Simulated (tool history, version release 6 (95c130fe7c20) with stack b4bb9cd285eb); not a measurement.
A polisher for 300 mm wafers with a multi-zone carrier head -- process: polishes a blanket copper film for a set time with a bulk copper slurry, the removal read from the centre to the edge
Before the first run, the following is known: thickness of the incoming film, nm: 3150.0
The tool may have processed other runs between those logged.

run,hour,flow of slurry (ml/min),pressure of the head's centre zone,pressure of the head's middle zone,pressure of the head's edge zone,abrasive content of the slurry,polishing time (s),film removed at the wafer's centre (Å),film removed at mid-radius (Å),film removed at the wafer's edge (Å)
1,0.0,170,1.00,1.00,1.00,1.00,86,9907.8,9932.2,9200.5
2,7.4,170,1.00,1.00,1.00,1.00,106,12328.0,12184.0,11545.0
3,12.5,165,1.01,0.97,0.99,0.90,101,11595.0,11139.0,10654.0
4,19.2,165,1.01,0.97,0.99,0.80,101,11222.0,10524.0,10151.0
5,25.9,165,1.01,0.93,0.99,0.80,101,11052.0,10572.0,10258.0
6,30.6,165,1.08,0.93,0.99,0.80,101,11781.0,10274.0,10228.0
7,37.3,160,1.08,0.91,0.99,0.75,97,11360.0,9747.1,9706.0
8,44.4,155,1.08,0.89,1.00,0.70,93,10508.0,8681.1,9075.9
9,52.4,150,1.07,0.88,0.99,0.65,91,9880.2,8381.2,8575.6
10,58.3,145,1.07,0.87,0.99,0.60,90,9720.3,7936.7,8175.9
11,66.1,140,1.06,0.86,0.99,0.60,89,9149.0,7664.5,8177.6
12,70.8,135,1.06,0.85,0.97,0.60,89,9345.1,7591.9,8190.8
13,76.0,135,1.06,0.85,0.97,0.60,88,8998.2,7515.2,8038.7

Run 14 comes next. What will it give?
14,84.3,135,1.06,0.85,0.96,0.60,87,?,?,?

{"run 14": {"film removed at the wafer's centre (Å)": 8831.8, "film removed at mid-radius (Å)": 7403.1, "film removed at the wafer's edge (Å)": 7828.7}}
